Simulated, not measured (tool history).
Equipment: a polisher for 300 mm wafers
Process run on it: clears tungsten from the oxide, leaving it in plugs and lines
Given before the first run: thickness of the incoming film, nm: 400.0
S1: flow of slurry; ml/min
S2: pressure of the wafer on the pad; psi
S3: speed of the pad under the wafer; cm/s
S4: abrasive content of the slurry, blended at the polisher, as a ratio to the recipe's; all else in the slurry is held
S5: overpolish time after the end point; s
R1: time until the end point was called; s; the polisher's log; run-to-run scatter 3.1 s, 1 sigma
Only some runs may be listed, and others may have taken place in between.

| run | hour | S1 | S2 | S3 | S4 | S5 | R1 |
|---|---|---|---|---|---|---|---|
| 1 | 0.0 | 260 | 2.5 | 110 | 1.0 | 12 | 125.46 |
| 2 | 2.7 | 260 | 2.5 | 88 | 1.0 | 12 | 149.44 |
| 3 | 9.8 | 260 | 2.5 | 106 | 1.0 | 12 | 127.96 |
| 4 | 16.9 | 260 | 2.3 | 100 | 1.0 | 12 | 144.46 |
| 5 | 23.3 | 260 | 2.1 | 92 | 1.0 | 12 | 171.26 |
| 6 | 26.3 | 260 | 1.8 | 92 | 1.0 | 12 | 204.64 |
| 7 | 32.9 | 260 | 1.7 | 90 | 1.0 | 12 | 214.50 |
| 8 | 38.0 | 260 | 1.6 | 88 | 1.0 | 12 | 234.35 |
| 9 | 41.7 | 255 | 1.1 | 80 | 1.0 | 12 | 365.45 |

What does the tool deliver on the next run?
| 10 | 50.6 | 270 | 1.1 | 80 | 1.0 | 12 | ? |

R1: 359.84 s
